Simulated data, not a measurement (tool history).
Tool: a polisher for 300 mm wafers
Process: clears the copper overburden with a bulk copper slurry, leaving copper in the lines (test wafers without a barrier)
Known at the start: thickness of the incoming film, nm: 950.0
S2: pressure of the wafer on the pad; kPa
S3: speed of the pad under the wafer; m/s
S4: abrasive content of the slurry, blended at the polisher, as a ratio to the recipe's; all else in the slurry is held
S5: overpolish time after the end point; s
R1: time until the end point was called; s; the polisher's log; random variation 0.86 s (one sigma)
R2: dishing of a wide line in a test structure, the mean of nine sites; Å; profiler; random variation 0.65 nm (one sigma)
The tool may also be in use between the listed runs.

run 1 hour=0 | flow_of_slurry_(ml/min)=175 S2=19.3 S3=1.24 S4=1 S5=8 | R1=100.5 R2=501.43
run 2 hour=6.8 | flow_of_slurry_(ml/min)=175 S2=20.7 S3=1.24 S4=1 S5=7 | R1=91.681 R2=478.21
run 3 hour=10.9 | flow_of_slurry_(ml/min)=175 S2=22.1 S3=1.24 S4=1 S5=7 | R1=87.579 R2=515.63
run 4 hour=14.5 | flow_of_slurry_(ml/min)=175 S2=22.1 S3=1.24 S4=1.1 S5=7 | R1=87.446 R2=525.1
run 5 hour=15.9 | flow_of_slurry_(ml/min)=175 S2=22.8 S3=1.26 S4=1.1 S5=6 | R1=81.435 R2=472.2
run 6 hour=20.2 | flow_of_slurry_(ml/min)=175 S2=22.8 S3=1.42 S4=1.1 S5=6 | R1=69.218 R2=516.03
run 7 hour=28.4 | flow_of_slurry_(ml/min)=175 S2=23.4 S3=1.44 S4=1.1 S5=6 | R1=69.307 R2=530.1
run 8 hour=32.6 | flow_of_slurry_(ml/min)=175 S2=23.4 S3=1.44 S4=1.1 S5=6 | R1=69.723 R2=541.89
run 9 hour=34.3 | flow_of_slurry_(ml/min)=185 S2=29 S3=1.48 S4=1.1 S5=2 | R1=55.216 R2=262.33
run 10 hour=40.8 | flow_of_slurry_(ml/min)=185 S2=27.6 S3=1.52 S4=1.15 S5=2 | R1=53.4 R2=258.87
run 11 hour=41.4 | flow_of_slurry_(ml/min)=180 S2=26.9 S3=1.56 S4=1.1 S5=2 | R1=55.026 R2=257.52
run 12 hour=47.7 | flow_of_slurry_(ml/min)=180 S2=26.2 S3=1.58 S4=1.15 S5=2 | R1=55.324 R2=258.51

The next listed run, before its measurement:
run 13 hour=51.2 | flow_of_slurry_(ml/min)=180 S2=25.5 S3=1.6 S4=1.2 S5=2 | R1=? R2=?

{"run 13": {"R1": 55.4, "R2": 253.48}}
